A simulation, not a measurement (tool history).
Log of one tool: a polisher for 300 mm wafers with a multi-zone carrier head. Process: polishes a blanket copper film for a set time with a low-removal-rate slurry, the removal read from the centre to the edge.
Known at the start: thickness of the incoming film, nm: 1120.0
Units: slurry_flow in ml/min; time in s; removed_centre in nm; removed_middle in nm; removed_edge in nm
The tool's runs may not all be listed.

run  hour  slurry_flow  centre_zone  middle_zone  edge_zone  slurry_solids  time  removed_centre  removed_middle  removed_edge
  1   0.0          255         1.00         1.00       1.00           1.00    30         108.110         111.880       108.470
  2   5.4          255         1.00         1.00       1.00           1.00    23          84.278          84.617        83.663
  3  13.6          255         0.95         1.00       1.00           1.00    23          78.638          84.812        84.098
  4  16.0          255         0.92         1.00       1.00           1.00    23          75.694          82.630        84.241
  5  22.6          210         0.92         1.00       1.00           1.00    23          74.350          82.017        83.258
  6  30.9          210         0.95         1.00       1.00           1.00    23          75.587          80.739        82.606
  7  32.3          240         1.02         1.03       1.02           1.15    25          93.277          97.850        96.668
  8  34.7          270         1.08         1.04       1.00           1.25    26         107.850         101.980       100.290
  9  38.8          285         1.16         1.14       0.99           1.50    32         149.640         145.100       129.350
 10  39.7          280         1.16         1.13       0.97           1.45    32         148.380         146.800       127.980
 11  40.6          280         1.17         1.11       0.96           1.40    32         145.960         141.930       125.540

The next listed run, before its measurement:
 12  42.3          290         1.18         1.10       0.95           1.40    32               ?               ?             ?

Run 12 gave removed_centre 147.240 nm, removed_middle 141.310 nm, removed_edge 126.140 nm.
